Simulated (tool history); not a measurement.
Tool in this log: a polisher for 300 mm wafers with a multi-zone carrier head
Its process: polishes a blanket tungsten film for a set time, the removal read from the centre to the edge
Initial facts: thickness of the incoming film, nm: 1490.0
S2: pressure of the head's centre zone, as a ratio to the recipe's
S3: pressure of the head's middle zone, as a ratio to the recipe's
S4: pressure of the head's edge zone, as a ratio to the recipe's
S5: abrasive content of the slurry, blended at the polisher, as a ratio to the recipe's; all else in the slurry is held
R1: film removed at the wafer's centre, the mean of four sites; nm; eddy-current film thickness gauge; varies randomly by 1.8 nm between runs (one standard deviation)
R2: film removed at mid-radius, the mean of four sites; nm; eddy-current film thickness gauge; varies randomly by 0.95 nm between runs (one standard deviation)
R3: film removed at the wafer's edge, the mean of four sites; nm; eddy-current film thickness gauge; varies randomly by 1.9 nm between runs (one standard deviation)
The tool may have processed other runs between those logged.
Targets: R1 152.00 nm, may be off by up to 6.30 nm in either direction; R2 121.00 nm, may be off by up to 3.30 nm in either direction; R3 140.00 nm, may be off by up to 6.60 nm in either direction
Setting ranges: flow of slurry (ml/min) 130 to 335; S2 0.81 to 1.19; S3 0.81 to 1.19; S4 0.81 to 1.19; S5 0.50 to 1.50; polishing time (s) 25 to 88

Run 1, day 0.000: flow of slurry (ml/min) 215, S2 1.00, S3 1.00, S4 1.00, S5 1.00, polishing time (s) 56. Result: R1 198.65 nm, R2 193.66 nm, R3 198.93 nm.
Run 2, day 0.325: flow of slurry (ml/min) 205, S2 1.01, S3 0.94, S4 0.97, S5 0.85, polishing time (s) 53. Result: R1 179.74 nm, R2 166.69 nm, R3 178.18 nm.
Run 3, day 0.588: flow of slurry (ml/min) 205, S2 1.01, S3 0.94, S4 0.97, S5 0.95, polishing time (s) 53. Result: R1 186.34 nm, R2 167.83 nm, R3 186.45 nm.
Run 4, day 0.750: flow of slurry (ml/min) 160, S2 1.01, S3 0.94, S4 0.97, S5 0.95, polishing time (s) 53. Result: R1 176.52 nm, R2 162.04 nm, R3 177.59 nm.
Run 5, day 0.929: flow of slurry (ml/min) 155, S2 1.03, S3 0.90, S4 0.95, S5 0.80, polishing time (s) 51. Result: R1 164.67 nm, R2 147.55 nm, R3 164.49 nm.
Run 6, day 1.029: flow of slurry (ml/min) 155, S2 1.06, S3 0.87, S4 0.94, S5 0.70, polishing time (s) 49. Result: R1 164.40 nm, R2 134.68 nm, R3 155.02 nm.
Run 7, day 1.129: flow of slurry (ml/min) 150, S2 1.06, S3 0.86, S4 0.92, S5 0.65, polishing time (s) 49. Result: R1 157.47 nm, R2 129.68 nm, R3 148.40 nm.
Run 8, day 1.221: flow of slurry (ml/min) 150, S2 1.06, S3 0.85, S4 0.90, S5 0.65, polishing time (s) 49. Result: R1 161.18 nm, R2 131.48 nm, R3 147.61 nm.
Run 9, day 1.592: flow of slurry (ml/min) 145, S2 1.06, S3 0.82, S4 0.91, S5 0.50, polishing time (s) 47. Result: R1 142.95 nm, R2 115.19 nm, R3 134.11 nm.
Run 10, day 1.871: flow of slurry (ml/min) 145, S2 1.06, S3 0.82, S4 0.91, S5 0.50, polishing time (s) 47. Result: R1 143.32 nm, R2 115.00 nm, R3 135.49 nm.

5 next moves are on the table. One of them brings every result within its allowed miss. Which?
Run A, day 2.150: flow of slurry (ml/min) 130, S2 1.13, S3 0.89, S4 0.94, S5 0.55, polishing time (s) 47. Result: R1 ?, R2 ?, R3 ?.
Run B, day 2.150: flow of slurry (ml/min) 160, S2 1.19, S3 0.81, S4 0.95, S5 0.50, polishing time (s) 46. Result: R1 ?, R2 ?, R3 ?.
Run C, day 2.150: flow of slurry (ml/min) 130, S2 1.00, S3 0.83, S4 0.91, S5 0.50, polishing time (s) 49. Result: R1 ?, R2 ?, R3 ?.
Run D, day 2.150: flow of slurry (ml/min) 135, S2 1.13, S3 0.81, S4 0.97, S5 0.50, polishing time (s) 47. Result: R1 ?, R2 ?, R3 ?.
Run E, day 2.150: flow of slurry (ml/min) 145, S2 1.15, S3 0.81, S4 0.86, S5 0.70, polishing time (s) 47. Result: R1 ?, R2 ?, R3 ?.

move      R1      R2      R3
   A  155.26  122.16  138.83
   B  167.06  116.30  139.70
   C  141.13  119.91  140.74
   D  154.86  114.22  140.11
   E  169.22  122.33  141.20
A: in spec on every target
B: misses by more than the last run did
C: the furthest-off result lands on target, but another misses its tolerance
D: misses by more than the last run did
E: the furthest-off result lands on target, but another misses its tolerance
A meets every target.

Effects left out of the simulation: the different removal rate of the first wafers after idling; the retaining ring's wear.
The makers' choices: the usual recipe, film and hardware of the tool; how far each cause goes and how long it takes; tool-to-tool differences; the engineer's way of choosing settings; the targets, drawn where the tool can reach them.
